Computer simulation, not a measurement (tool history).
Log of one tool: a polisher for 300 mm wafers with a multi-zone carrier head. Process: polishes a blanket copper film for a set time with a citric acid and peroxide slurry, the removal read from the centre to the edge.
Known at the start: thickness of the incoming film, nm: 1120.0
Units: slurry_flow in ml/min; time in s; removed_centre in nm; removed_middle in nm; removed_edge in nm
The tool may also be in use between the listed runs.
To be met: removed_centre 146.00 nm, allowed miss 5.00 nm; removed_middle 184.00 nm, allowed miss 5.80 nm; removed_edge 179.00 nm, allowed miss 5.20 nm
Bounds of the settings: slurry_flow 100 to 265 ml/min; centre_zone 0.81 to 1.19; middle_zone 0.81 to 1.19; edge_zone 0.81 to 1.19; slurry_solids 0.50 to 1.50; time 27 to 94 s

| run | hour | slurry_flow | centre_zone | middle_zone | edge_zone | slurry_solids | time | removed_centre | removed_middle | removed_edge |
|---|---|---|---|---|---|---|---|---|---|---|
| 1 | 0.0 | 170 | 1.00 | 1.00 | 1.00 | 1.00 | 60 | 134.65 | 141.40 | 138.09 |
| 2 | 3.7 | 170 | 1.00 | 1.00 | 1.05 | 1.00 | 60 | 136.24 | 142.92 | 143.45 |
| 3 | 12.0 | 180 | 0.97 | 1.03 | 1.09 | 1.10 | 60 | 136.14 | 150.24 | 149.45 |
| 4 | 19.3 | 180 | 0.97 | 1.03 | 1.04 | 1.10 | 60 | 135.31 | 149.53 | 147.65 |
| 5 | 23.1 | 195 | 0.96 | 1.06 | 1.07 | 1.20 | 60 | 139.78 | 158.37 | 152.36 |
| 6 | 24.5 | 195 | 1.03 | 1.06 | 1.07 | 1.20 | 60 | 151.21 | 156.82 | 150.00 |
| 7 | 31.9 | 205 | 0.99 | 1.08 | 1.10 | 1.30 | 60 | 149.30 | 165.13 | 158.24 |
| 8 | 34.9 | 215 | 0.96 | 1.09 | 1.12 | 1.35 | 60 | 148.60 | 167.02 | 163.06 |
| 9 | 42.9 | 220 | 0.94 | 1.11 | 1.14 | 1.40 | 60 | 145.83 | 172.49 | 163.05 |
| 10 | 50.8 | 225 | 0.92 | 1.11 | 1.15 | 1.45 | 61 | 148.06 | 179.26 | 171.04 |
| 11 | 53.4 | 225 | 0.91 | 1.11 | 1.16 | 1.45 | 61 | 144.26 | 179.25 | 170.54 |

Which of these 5 next moves meets every target?
| A | 56.0 | 225 | 0.97 | 1.13 | 1.17 | 1.45 | 59 | ? | ? | ? |
| B | 56.0 | 235 | 0.97 | 1.09 | 1.14 | 1.50 | 63 | ? | ? | ? |
| C | 56.0 | 220 | 0.89 | 1.10 | 1.19 | 1.45 | 63 | ? | ? | ? |
| D | 56.0 | 225 | 0.91 | 1.11 | 1.02 | 1.45 | 61 | ? | ? | ? |
| E | 56.0 | 225 | 0.94 | 1.19 | 1.04 | 1.20 | 66 | ? | ? | ? |

| move | removed_centre | removed_middle | removed_edge |
|---|---|---|---|
| A | 149.19 | 175.03 | 168.10 |
| B | 161.87 | 184.41 | 179.56 |
| C | 145.31 | 182.20 | 180.55 |
| D | 144.61 | 178.50 | 162.48 |
| E | 155.68 | 196.52 | 170.62 |
A: further off than the last run
B: brings the result that was furthest off to its target, and leaves another outside
C: meets every target
D: further off than the last run
E: further off than the last run
Move C is the one to make.

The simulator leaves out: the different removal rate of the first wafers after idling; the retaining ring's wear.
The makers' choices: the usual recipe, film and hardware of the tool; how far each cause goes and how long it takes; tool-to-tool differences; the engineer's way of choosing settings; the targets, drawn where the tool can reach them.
